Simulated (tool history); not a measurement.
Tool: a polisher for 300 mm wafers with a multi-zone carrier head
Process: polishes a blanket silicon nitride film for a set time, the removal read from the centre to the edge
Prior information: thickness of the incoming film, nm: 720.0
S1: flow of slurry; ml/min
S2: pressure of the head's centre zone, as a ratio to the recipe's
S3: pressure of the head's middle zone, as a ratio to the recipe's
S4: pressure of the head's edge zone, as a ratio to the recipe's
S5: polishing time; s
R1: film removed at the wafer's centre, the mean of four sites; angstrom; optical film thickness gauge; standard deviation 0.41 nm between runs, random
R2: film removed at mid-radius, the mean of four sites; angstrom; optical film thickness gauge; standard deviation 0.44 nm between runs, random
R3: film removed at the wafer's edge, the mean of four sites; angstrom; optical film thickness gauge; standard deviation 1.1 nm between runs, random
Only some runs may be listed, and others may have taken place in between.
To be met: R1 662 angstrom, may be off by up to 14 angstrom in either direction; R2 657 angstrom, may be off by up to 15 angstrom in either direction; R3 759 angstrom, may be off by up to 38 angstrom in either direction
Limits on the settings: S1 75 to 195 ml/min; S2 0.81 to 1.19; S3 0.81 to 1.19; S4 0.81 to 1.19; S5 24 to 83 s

run,hour,S1,S2,S3,S4,S5,R1,R2,R3
1,0,125,1,1,1,53,1271,1278.6,1265.3
2,2.2,125,1,1,0.92,53,1270.7,1307.4,1193.5
3,11.1,145,1,1,0.92,53,1309.8,1319.3,1247.2
4,14.1,135,0.97,0.95,0.94,47,1110.9,1110.3,1085
5,18,125,0.94,0.91,0.97,43,952.02,958.72,998.51
6,26.4,105,0.94,0.91,0.97,43,924.53,919.68,962.63
7,32.6,75,0.84,0.81,0.97,31,529.33,546.12,640.52
8,37.8,90,0.85,0.81,0.98,31,570.44,579.29,670.45
9,44.4,100,0.85,0.81,1,31,587.44,596.45,697.42

5 candidate next runs follow, results not yet known. Just one meets every target within its allowed miss. Identify it.
A,51,110,0.83,0.91,0.93,29,?,?,?
B,51,125,0.89,0.84,1.08,33,?,?,?
C,51,140,1.04,0.82,0.95,25,?,?,?
D,51,90,0.93,0.88,1.07,33,?,?,?
E,51,85,0.81,1,0.9,29,?,?,?

move,R1,R2,R3
A,547.92,629.1,640.15
B,692.12,690.34,800.54
C,630.31,524.96,579.78
D,656.23,658.42,751.12
E,491.97,633.18,599.64
A: moves away from the targets compared with the last run
B: pushes the last run's worst result past its target
C: moves away from the targets compared with the last run
D: each result inside its tolerance
E: moves away from the targets compared with the last run
Move D is the one to make.
